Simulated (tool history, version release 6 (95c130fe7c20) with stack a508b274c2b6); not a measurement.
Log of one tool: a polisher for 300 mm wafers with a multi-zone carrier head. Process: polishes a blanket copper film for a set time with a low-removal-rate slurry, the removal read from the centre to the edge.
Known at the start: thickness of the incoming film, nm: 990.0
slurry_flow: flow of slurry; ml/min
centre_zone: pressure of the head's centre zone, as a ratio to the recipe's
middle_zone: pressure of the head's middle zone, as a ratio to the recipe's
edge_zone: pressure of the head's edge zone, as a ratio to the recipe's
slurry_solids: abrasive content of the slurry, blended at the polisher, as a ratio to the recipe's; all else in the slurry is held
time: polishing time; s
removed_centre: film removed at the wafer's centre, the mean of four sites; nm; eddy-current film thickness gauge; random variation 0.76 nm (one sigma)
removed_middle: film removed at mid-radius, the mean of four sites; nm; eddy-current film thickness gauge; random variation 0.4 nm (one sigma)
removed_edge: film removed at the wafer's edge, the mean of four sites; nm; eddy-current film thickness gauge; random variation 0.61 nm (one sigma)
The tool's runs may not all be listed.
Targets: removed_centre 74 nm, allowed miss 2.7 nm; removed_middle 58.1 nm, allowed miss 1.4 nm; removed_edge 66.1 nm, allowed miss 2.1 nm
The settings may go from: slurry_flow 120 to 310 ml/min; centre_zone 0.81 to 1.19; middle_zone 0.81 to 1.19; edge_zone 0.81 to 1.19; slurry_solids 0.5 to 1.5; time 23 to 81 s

| run | hour | slurry_flow | centre_zone | middle_zone | edge_zone | slurry_solids | time | removed_centre | removed_middle | removed_edge |
|---|---|---|---|---|---|---|---|---|---|---|
| 1 | 0 | 200 | 1 | 1 | 1 | 1 | 52 | 107.48 | 107.7 | 111.78 |
| 2 | 6.3 | 200 | 1 | 1 | 0.93 | 1 | 52 | 106.61 | 106.06 | 107.5 |
| 3 | 10 | 190 | 1.02 | 0.96 | 0.9 | 0.85 | 47 | 95.007 | 89.714 | 91.554 |
| 4 | 14.8 | 190 | 1.02 | 0.87 | 0.9 | 0.85 | 47 | 95.515 | 81.432 | 91.136 |
| 5 | 19.2 | 190 | 1.02 | 0.87 | 0.9 | 0.95 | 47 | 95.606 | 83.835 | 93.382 |
| 6 | 23 | 180 | 1.02 | 0.85 | 0.88 | 0.85 | 44 | 86.862 | 73.798 | 83.289 |
| 7 | 29.3 | 170 | 1.03 | 0.84 | 0.86 | 0.75 | 43 | 81.625 | 68.581 | 78.017 |
| 8 | 33.6 | 165 | 1.05 | 0.84 | 0.85 | 0.7 | 42 | 78.988 | 66.053 | 74.508 |
| 9 | 37.5 | 160 | 1.07 | 0.83 | 0.84 | 0.65 | 42 | 79.276 | 62.853 | 73.522 |
| 10 | 40.6 | 160 | 1.08 | 0.84 | 0.83 | 0.6 | 41 | 76.653 | 61.507 | 68.154 |
| 11 | 42.2 | 150 | 1.08 | 0.83 | 0.82 | 0.6 | 41 | 72.761 | 59.937 | 68.144 |
| 12 | 45.9 | 150 | 1.09 | 0.83 | 0.82 | 0.6 | 41 | 74.756 | 59.751 | 67.819 |

4 next moves are on the table. One of them brings every result within its allowed miss. Which?
| A | 49.6 | 155 | 1.11 | 0.84 | 0.83 | 0.6 | 39 | ? | ? | ? |
| B | 49.6 | 155 | 1.08 | 0.83 | 0.81 | 0.7 | 40 | ? | ? | ? |
| C | 49.6 | 160 | 1.12 | 0.85 | 0.81 | 0.55 | 41 | ? | ? | ? |
| D | 49.6 | 150 | 1.1 | 0.88 | 0.81 | 0.55 | 41 | ? | ? | ? |

| move | removed_centre | removed_middle | removed_edge |
|---|---|---|---|
| A | 74.325 | 58.723 | 65.235 |
| B | 76.358 | 61.428 | 68.177 |
| C | 78.547 | 61.992 | 67.23 |
| D | 75.203 | 62.403 | 66.224 |
A: meets every target
B: further off than the last run
C: further off than the last run
D: further off than the last run
Answer: A
